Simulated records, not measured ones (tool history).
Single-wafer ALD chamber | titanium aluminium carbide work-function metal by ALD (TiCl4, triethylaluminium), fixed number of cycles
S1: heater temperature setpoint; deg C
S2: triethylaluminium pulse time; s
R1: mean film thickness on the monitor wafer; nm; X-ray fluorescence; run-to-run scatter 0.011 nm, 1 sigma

{"run": 1, "hour": 0.0, "S1": 310, "S2": 15.71, "R1": 2.1265}
{"run": 2, "hour": 4.1, "S1": 306, "S2": 14.35, "R1": 2.0771}
{"run": 3, "hour": 11.5, "S1": 306, "S2": 10.76, "R1": 2.034}
{"run": 4, "hour": 12.6, "S1": 304, "S2": 10.36, "R1": 2.0212}
{"run": 5, "hour": 17.9, "S1": 302, "S2": 9.98, "R1": 2.0006}
{"run": 6, "hour": 26.5, "S1": 302, "S2": 13.84, "R1": 2.0154}
{"run": 7, "hour": 33.1, "S1": 300, "S2": 13.69, "R1": 2.0358}
{"run": 8, "hour": 40.1, "S1": 298, "S2": 12.69, "R1": 1.9711}
{"run": 9, "hour": 43.0, "S1": 297, "S2": 12.54, "R1": 1.9612}

What will run 10 give?
{"run": 10, "hour": 48.7, "S1": 296, "S2": 12.4, "R1": "?"}

R1: 1.9635 nm
